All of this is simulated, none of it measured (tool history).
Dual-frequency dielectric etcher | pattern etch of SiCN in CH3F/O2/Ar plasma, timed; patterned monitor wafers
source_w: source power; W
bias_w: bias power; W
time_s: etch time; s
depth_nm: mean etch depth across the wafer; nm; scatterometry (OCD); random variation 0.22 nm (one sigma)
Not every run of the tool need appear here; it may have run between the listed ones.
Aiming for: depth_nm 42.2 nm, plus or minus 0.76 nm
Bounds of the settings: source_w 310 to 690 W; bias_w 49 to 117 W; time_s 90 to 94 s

run 1 hour=0 | source_w=500 bias_w=83 time_s=90 | depth_nm=39.343
run 2 hour=5.8 | source_w=500 bias_w=83 time_s=94 | depth_nm=41.334
run 3 hour=10.6 | source_w=500 bias_w=83 time_s=90 | depth_nm=39.58
run 4 hour=18.7 | source_w=520 bias_w=84 time_s=90 | depth_nm=40.688
run 5 hour=23.3 | source_w=520 bias_w=75 time_s=90 | depth_nm=37.984
run 6 hour=25.7 | source_w=520 bias_w=83 time_s=90 | depth_nm=40.37
run 7 hour=30.7 | source_w=530 bias_w=83 time_s=90 | depth_nm=40.471
run 8 hour=38.8 | source_w=540 bias_w=83 time_s=90 | depth_nm=40.907
run 9 hour=40.2 | source_w=550 bias_w=83 time_s=90 | depth_nm=40.931

4 candidate next runs follow, results not yet known. Just one meets every target within its allowed miss. Identify it.
run A hour=41.6 | source_w=580 bias_w=74 time_s=93 | depth_nm=?
run B hour=41.6 | source_w=480 bias_w=83 time_s=91.5 | depth_nm=?
run C hour=41.6 | source_w=590 bias_w=76 time_s=90 | depth_nm=?
run D hour=41.6 | source_w=570 bias_w=82 time_s=91 | depth_nm=?

move=A depth_nm=41.14
move=B depth_nm=39.391
move=C depth_nm=40.728
move=D depth_nm=42.236
A: gains on the last run, yet a result remains outside its allowed miss
B: moves away from the targets compared with the last run
C: moves away from the targets compared with the last run
D: meets every target
D meets every target.
